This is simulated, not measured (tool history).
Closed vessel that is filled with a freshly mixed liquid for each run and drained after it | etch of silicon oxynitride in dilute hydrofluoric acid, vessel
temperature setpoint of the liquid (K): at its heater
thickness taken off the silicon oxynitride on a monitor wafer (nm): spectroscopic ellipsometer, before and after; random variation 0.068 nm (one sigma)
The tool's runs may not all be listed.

| run | hour | temperature setpoint of the liquid (K) | parts of water to one part of 49 % hydrofluoric acid (parts by volume) | time in the liquid (s) | thickness taken off the silicon oxynitride on a monitor wafer (nm) |
|---|---|---|---|---|---|
| 1 | 0.0 | 298.15 | 220 | 730 | 7.1777 |
| 2 | 1.7 | 298.15 | 220 | 730 | 7.1927 |
| 3 | 8.5 | 298.15 | 180 | 730 | 9.0908 |
| 4 | 11.2 | 299.15 | 175 | 730 | 9.7737 |
| 5 | 14.4 | 299.15 | 230 | 730 | 7.1053 |
| 6 | 19.9 | 300.15 | 220 | 730 | 7.8073 |
| 7 | 23.9 | 301.15 | 210 | 730 | 8.6828 |
| 8 | 25.9 | 301.65 | 200 | 730 | 9.3720 |
| 9 | 31.3 | 302.15 | 195 | 730 | 9.8213 |
| 10 | 39.1 | 302.15 | 195 | 730 | 9.7954 |
| 11 | 46.4 | 302.65 | 190 | 730 | 10.2990 |
| 12 | 49.3 | 303.15 | 185 | 730 | 10.9580 |
| 13 | 54.7 | 303.65 | 180 | 730 | 11.4620 |
| 14 | 62.2 | 306.15 | 155 | 730 | 15.2100 |

Run 15 comes next. What will it give?
| 15 | 63.4 | 305.15 | 155 | 730 | ? |

thickness taken off the silicon oxynitride on a monitor wafer (nm): 14.6100
